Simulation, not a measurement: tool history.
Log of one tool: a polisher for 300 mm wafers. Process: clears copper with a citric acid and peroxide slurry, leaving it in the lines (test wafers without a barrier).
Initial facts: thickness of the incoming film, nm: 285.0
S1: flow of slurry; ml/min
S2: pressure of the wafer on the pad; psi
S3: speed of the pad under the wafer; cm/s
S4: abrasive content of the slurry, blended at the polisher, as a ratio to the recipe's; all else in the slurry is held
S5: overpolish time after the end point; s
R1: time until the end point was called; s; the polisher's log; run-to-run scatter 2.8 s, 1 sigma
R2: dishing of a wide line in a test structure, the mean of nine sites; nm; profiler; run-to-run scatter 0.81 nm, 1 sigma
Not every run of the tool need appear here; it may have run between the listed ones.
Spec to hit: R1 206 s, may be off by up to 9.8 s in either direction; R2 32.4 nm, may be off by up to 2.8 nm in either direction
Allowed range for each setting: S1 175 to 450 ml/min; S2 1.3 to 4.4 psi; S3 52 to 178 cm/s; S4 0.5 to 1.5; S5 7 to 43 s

Run 1, hour 0: S1 290 ml/min, S2 2.8 psi, S3 114 cm/s, S4 1, S5 22 s. Result: R1 128.6 s, R2 39.902 nm.
Run 2, hour 1.5: S1 290 ml/min, S2 2.8 psi, S3 114 cm/s, S4 1, S5 16 s. Result: R1 127.67 s, R2 29.057 nm.
Run 3, hour 9.5: S1 290 ml/min, S2 2.8 psi, S3 114 cm/s, S4 1, S5 21 s. Result: R1 126.46 s, R2 37.625 nm.
Run 4, hour 16.5: S1 290 ml/min, S2 2.8 psi, S3 114 cm/s, S4 1, S5 26 s. Result: R1 129.25 s, R2 44.227 nm.
Run 5, hour 19.6: S1 290 ml/min, S2 2.8 psi, S3 114 cm/s, S4 1, S5 33 s. Result: R1 125.43 s, R2 53.094 nm.
Run 6, hour 23.3: S1 290 ml/min, S2 2.8 psi, S3 124 cm/s, S4 1, S5 33 s. Result: R1 117.26 s, R2 57.941 nm.
Run 7, hour 28.3: S1 290 ml/min, S2 2.6 psi, S3 122 cm/s, S4 1, S5 33 s. Result: R1 129.44 s, R2 50.143 nm.
Run 8, hour 36.7: S1 290 ml/min, S2 2.4 psi, S3 122 cm/s, S4 1, S5 34 s. Result: R1 140.28 s, R2 53.149 nm.
Run 9, hour 39.5: S1 290 ml/min, S2 2.4 psi, S3 122 cm/s, S4 1, S5 34 s. Result: R1 140.41 s, R2 51.716 nm.
Run 10, hour 46.8: S1 290 ml/min, S2 2.3 psi, S3 122 cm/s, S4 1, S5 33 s. Result: R1 146.9 s, R2 47.047 nm.
Run 11, hour 55.6: S1 290 ml/min, S2 2.3 psi, S3 122 cm/s, S4 1, S5 33 s. Result: R1 145.45 s, R2 46.252 nm.
Run 12, hour 63.2: S1 290 ml/min, S2 2.2 psi, S3 122 cm/s, S4 1, S5 33 s. Result: R1 151.6 s, R2 47.143 nm.

Of the 5 settings listed for the next run, only one would bring every result within its allowed miss of target. Which one?
Run A, hour 70.8: S1 310 ml/min, S2 1.9 psi, S3 86 cm/s, S4 1, S5 30 s. Result: R1 ?, R2 ?.
Run B, hour 70.8: S1 320 ml/min, S2 2.6 psi, S3 130 cm/s, S4 1.1, S5 22 s. Result: R1 ?, R2 ?.
Run C, hour 70.8: S1 185 ml/min, S2 2.3 psi, S3 84 cm/s, S4 1.05, S5 29 s. Result: R1 ?, R2 ?.
Run D, hour 70.8: S1 325 ml/min, S2 2.4 psi, S3 94 cm/s, S4 0.95, S5 43 s. Result: R1 ?, R2 ?.
Run E, hour 70.8: S1 285 ml/min, S2 2.8 psi, S3 156 cm/s, S4 0.95, S5 34 s. Result: R1 ?, R2 ?.

move      R1      R2
   A  238.14  30.454
   B  119.62   42.68
   C  209.31  33.366
   D  177.76  53.104
   E  97.995  70.276
A: the result that was furthest off in the last run now lies on the other side of its target
B: the biggest miss grows against the last run
C: all results land within tolerance of their targets
D: the biggest miss grows against the last run
E: the biggest miss grows against the last run
Answer: C

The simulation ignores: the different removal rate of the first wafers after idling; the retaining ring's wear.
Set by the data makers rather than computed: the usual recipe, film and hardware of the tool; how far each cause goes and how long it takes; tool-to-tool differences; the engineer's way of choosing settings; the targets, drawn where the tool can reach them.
